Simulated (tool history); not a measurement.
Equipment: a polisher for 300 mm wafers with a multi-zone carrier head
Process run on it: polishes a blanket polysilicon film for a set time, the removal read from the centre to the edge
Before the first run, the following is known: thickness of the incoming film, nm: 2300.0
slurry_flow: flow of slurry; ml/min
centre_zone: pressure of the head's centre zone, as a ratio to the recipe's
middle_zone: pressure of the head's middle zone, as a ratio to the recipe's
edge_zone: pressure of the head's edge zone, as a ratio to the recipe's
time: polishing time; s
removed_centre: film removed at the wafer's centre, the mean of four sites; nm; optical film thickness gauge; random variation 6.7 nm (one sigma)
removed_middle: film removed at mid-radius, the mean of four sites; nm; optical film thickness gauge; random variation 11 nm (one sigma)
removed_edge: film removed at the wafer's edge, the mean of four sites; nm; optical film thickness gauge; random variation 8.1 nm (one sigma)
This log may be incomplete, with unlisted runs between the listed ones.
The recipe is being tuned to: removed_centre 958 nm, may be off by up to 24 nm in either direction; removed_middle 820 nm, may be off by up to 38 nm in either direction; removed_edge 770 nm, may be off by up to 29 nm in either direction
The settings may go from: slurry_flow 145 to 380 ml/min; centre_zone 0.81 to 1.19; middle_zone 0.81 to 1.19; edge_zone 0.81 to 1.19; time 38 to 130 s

Run 1, hour 0: slurry_flow 245 ml/min, centre_zone 1, middle_zone 1, edge_zone 1, time 84 s. Result: removed_centre 834.72 nm, removed_middle 807.69 nm, removed_edge 766.24 nm.
Run 2, hour 6.7: slurry_flow 245 ml/min, centre_zone 1, middle_zone 1, edge_zone 0.97, time 84 s. Result: removed_centre 828.12 nm, removed_middle 824.29 nm, removed_edge 749.35 nm.
Run 3, hour 8.2: slurry_flow 245 ml/min, centre_zone 1.03, middle_zone 1, edge_zone 0.97, time 84 s. Result: removed_centre 851.2 nm, removed_middle 824.46 nm, removed_edge 754.01 nm.
Run 4, hour 16.3: slurry_flow 245 ml/min, centre_zone 1.03, middle_zone 1, edge_zone 0.97, time 65 s. Result: removed_centre 660.7 nm, removed_middle 632.33 nm, removed_edge 599.95 nm.
Run 5, hour 20.8: slurry_flow 245 ml/min, centre_zone 0.99, middle_zone 1, edge_zone 0.97, time 65 s. Result: removed_centre 624.23 nm, removed_middle 637.93 nm, removed_edge 585.29 nm.
Run 6, hour 22.5: slurry_flow 245 ml/min, centre_zone 0.99, middle_zone 1, edge_zone 0.97, time 85 s. Result: removed_centre 826.48 nm, removed_middle 850.98 nm, removed_edge 773.19 nm.
Run 7, hour 28.3: slurry_flow 265 ml/min, centre_zone 1.03, middle_zone 1, edge_zone 0.97, time 85 s. Result: removed_centre 860.35 nm, removed_middle 849.64 nm, removed_edge 766.91 nm.
Run 8, hour 36.7: slurry_flow 260 ml/min, centre_zone 1.06, middle_zone 0.99, edge_zone 0.97, time 85 s. Result: removed_centre 885.7 nm, removed_middle 833.43 nm, removed_edge 774.2 nm.
Run 9, hour 39.8: slurry_flow 260 ml/min, centre_zone 1.09, middle_zone 0.99, edge_zone 0.96, time 85 s. Result: removed_centre 903.08 nm, removed_middle 846.29 nm, removed_edge 771.95 nm.
At hour 45.9: edge zone pressure recalibrated.
Run 10, hour 45.9: slurry_flow 260 ml/min, centre_zone 1.12, middle_zone 0.98, edge_zone 0.96, time 85 s. Result: removed_centre 950.7 nm, removed_middle 815.37 nm, removed_edge 803.9 nm.
Run 11, hour 49.7: slurry_flow 260 ml/min, centre_zone 1.13, middle_zone 0.98, edge_zone 0.94, time 85 s. Result: removed_centre 958.31 nm, removed_middle 821.94 nm, removed_edge 810.16 nm.

Consider the 4 candidate settings below. Which is the only one whose results all fall within their allowed miss of target?
Run A, hour 53.5: slurry_flow 210 ml/min, centre_zone 1.05, middle_zone 0.85, edge_zone 0.94, time 96 s. Result: removed_centre ?, removed_middle ?, removed_edge ?.
Run B, hour 53.5: slurry_flow 305 ml/min, centre_zone 1.08, middle_zone 0.97, edge_zone 0.9, time 83 s. Result: removed_centre ?, removed_middle ?, removed_edge ?.
Run C, hour 53.5: slurry_flow 345 ml/min, centre_zone 1.19, middle_zone 1.01, edge_zone 0.97, time 79 s. Result: removed_centre ?, removed_middle ?, removed_edge ?.
Run D, hour 53.5: slurry_flow 280 ml/min, centre_zone 1.02, middle_zone 1.06, edge_zone 0.91, time 89 s. Result: removed_centre ?, removed_middle ?, removed_edge ?.

move  removed_centre  removed_middle  removed_edge
   A          969.78          810.32        885.72
   B          909.92          811.58        777.75
   C          967.54          805.73        771.79
   D          912.38          923.82        831.21
A: its largest miss is bigger than the last run's
B: puts the biggest miss on target and leaves a different result outside tolerance
C: all results land within tolerance of their targets
D: its largest miss is bigger than the last run's
Answer: C
